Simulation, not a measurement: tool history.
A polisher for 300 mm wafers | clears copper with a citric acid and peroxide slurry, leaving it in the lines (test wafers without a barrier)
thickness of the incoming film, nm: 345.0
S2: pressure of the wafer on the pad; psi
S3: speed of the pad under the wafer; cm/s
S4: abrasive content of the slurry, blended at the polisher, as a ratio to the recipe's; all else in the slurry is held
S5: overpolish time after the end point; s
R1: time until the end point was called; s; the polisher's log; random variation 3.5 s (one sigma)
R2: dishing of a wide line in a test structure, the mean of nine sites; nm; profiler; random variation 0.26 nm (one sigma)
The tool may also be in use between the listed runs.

{"run": 1, "hour": 0.0, "flow of slurry (ml/min)": 280, "S2": 2.5, "S3": 136, "S4": 1, "S5": 16, "R1": 160.19, "R2": 24.447}
{"run": 2, "hour": 5.2, "flow of slurry (ml/min)": 280, "S2": 2.5, "S3": 136, "S4": 1, "S5": 22, "R1": 160.06, "R2": 31.199}
{"run": 3, "hour": 9.8, "flow of slurry (ml/min)": 280, "S2": 2.5, "S3": 136, "S4": 1, "S5": 19, "R1": 156.7, "R2": 27.641}
{"run": 4, "hour": 17.8, "flow of slurry (ml/min)": 280, "S2": 2.5, "S3": 136, "S4": 0.9, "S5": 19, "R1": 162.99, "R2": 28.2}
{"hour": 23.6, "done": "slurry nozzle cleaned"}
{"run": 5, "hour": 23.6, "flow of slurry (ml/min)": 285, "S2": 2.1, "S3": 134, "S4": 0.95, "S5": 17, "R1": 182.41, "R2": 21.663}
{"run": 6, "hour": 25.1, "flow of slurry (ml/min)": 285, "S2": 1.8, "S3": 130, "S4": 0.95, "S5": 16, "R1": 219.54, "R2": 18.081}

Forecast run 7:
{"run": 7, "hour": 31.9, "flow of slurry (ml/min)": 290, "S2": 1.6, "S3": 130, "S4": 0.95, "S5": 15, "R1": "?", "R2": "?"}

R1: 249.26 s
R2: 15.109 nm

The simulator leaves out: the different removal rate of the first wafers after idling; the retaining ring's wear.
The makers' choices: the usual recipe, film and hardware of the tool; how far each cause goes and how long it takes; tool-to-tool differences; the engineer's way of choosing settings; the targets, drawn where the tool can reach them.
